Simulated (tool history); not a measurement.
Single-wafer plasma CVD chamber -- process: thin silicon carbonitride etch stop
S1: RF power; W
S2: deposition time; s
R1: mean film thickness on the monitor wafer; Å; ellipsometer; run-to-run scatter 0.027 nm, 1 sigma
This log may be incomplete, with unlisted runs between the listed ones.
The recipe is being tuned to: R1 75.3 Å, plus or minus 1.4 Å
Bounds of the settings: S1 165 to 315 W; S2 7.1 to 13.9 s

run 1 day=0 | S1=240 S2=10.5 | R1=62.114
run 2 day=0.062 | S1=250 S2=10.7 | R1=63.902
run 3 day=0.112 | S1=255 S2=10.9 | R1=65.73
run 4 day=0.346 | S1=265 S2=10.9 | R1=66.148
run 5 day=0.412 | S1=270 S2=11.1 | R1=67.671
run 6 day=0.683 | S1=275 S2=11.2 | R1=67.829
run 7 day=0.846 | S1=275 S2=11.4 | R1=69.544
run 8 day=1.183 | S1=280 S2=11.5 | R1=70.73
run 9 day=1.396 | S1=280 S2=11.6 | R1=71.12
run 10 day=1.588 | S1=280 S2=11.6 | R1=70.996
run 11 day=1.75 | S1=280 S2=11.7 | R1=71.765
run 12 day=1.879 | S1=280 S2=11.8 | R1=72.072
run 13 day=2.175 | S1=285 S2=11.8 | R1=73.112

Pick the move, out of 5, that brings all results within their allowed miss; only one does.
run A day=2.471 | S1=295 S2=11.7 | R1=?
run B day=2.471 | S1=270 S2=11.6 | R1=?
run C day=2.471 | S1=300 S2=11.5 | R1=?
run D day=2.471 | S1=295 S2=12.2 | R1=?
run E day=2.471 | S1=305 S2=11.4 | R1=?

move=A R1=72.536
move=B R1=70.396
move=C R1=71.589
move=D R1=75.636
move=E R1=71.253
A: further off than the last run
B: further off than the last run
C: further off than the last run
D: meets every target
E: further off than the last run
The move that meets every target is D.
